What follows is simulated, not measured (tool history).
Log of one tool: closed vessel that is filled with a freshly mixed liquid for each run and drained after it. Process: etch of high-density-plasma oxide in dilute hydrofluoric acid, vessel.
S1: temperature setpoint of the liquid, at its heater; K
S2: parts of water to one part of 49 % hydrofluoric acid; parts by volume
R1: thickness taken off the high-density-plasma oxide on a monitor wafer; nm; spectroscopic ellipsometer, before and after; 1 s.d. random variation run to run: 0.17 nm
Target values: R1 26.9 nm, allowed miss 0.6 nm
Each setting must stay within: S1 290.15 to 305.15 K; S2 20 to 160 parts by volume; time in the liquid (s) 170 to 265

run 1 hour=0 | S1=297.15 S2=90 time_in_the_liquid_(s)=265 | R1=16.375
run 2 hour=3.3 | S1=297.15 S2=120 time_in_the_liquid_(s)=265 | R1=11.674
run 3 hour=9.2 | S1=298.65 S2=110 time_in_the_liquid_(s)=265 | R1=13.77
run 4 hour=17.6 | S1=298.65 S2=110 time_in_the_liquid_(s)=265 | R1=13.947
run 5 hour=20.6 | S1=298.65 S2=110 time_in_the_liquid_(s)=265 | R1=13.906
run 6 hour=28 | S1=298.65 S2=110 time_in_the_liquid_(s)=265 | R1=13.898
run 7 hour=36.5 | S1=299.65 S2=105 time_in_the_liquid_(s)=265 | R1=15.234
run 8 hour=43.8 | S1=303.65 S2=70 time_in_the_liquid_(s)=265 | R1=27.911

Which one of the following 4 next-run settings gets every result inside its allowed miss? There is exactly one.
run A hour=51.1 | S1=302.15 S2=65 time_in_the_liquid_(s)=265 | R1=?
run B hour=51.1 | S1=304.65 S2=70 time_in_the_liquid_(s)=245 | R1=?
run C hour=51.1 | S1=305.15 S2=70 time_in_the_liquid_(s)=265 | R1=?
run D hour=51.1 | S1=302.15 S2=60 time_in_the_liquid_(s)=255 | R1=?

move=A R1=28.405
move=B R1=26.65
move=C R1=29.377
move=D R1=29.829
A: misses by more than the last run did
B: in spec on every target
C: misses by more than the last run did
D: misses by more than the last run did
Correct choice: B, which meets every target

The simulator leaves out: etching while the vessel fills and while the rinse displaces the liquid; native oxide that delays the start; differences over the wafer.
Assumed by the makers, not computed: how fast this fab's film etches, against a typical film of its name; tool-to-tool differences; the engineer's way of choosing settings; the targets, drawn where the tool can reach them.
